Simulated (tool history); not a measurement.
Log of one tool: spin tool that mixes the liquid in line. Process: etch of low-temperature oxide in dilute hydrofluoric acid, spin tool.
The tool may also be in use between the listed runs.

run	hour	temperature setpoint of the liquid (C)	parts of water to one part of 49 % hydrofluoric acid (parts by volume)	time under the liquid (s)	thickness taken off the low-temperature oxide on a monitor wafer (Å)
1	0.0	24.0	85	70	171.08
2	7.0	24.0	85	50	124.02
3	11.6	23.0	85	50	120.03
4	20.2	23.0	85	70	166.68
5	21.9	22.5	90	70	154.21
6	30.4	22.0	95	70	141.39

Run 7 is up next; what results do you expect?
7	37.0	21.5	100	70	?

{"run 7": {"thickness taken off the low-temperature oxide on a monitor wafer (Å)": 132.1}}
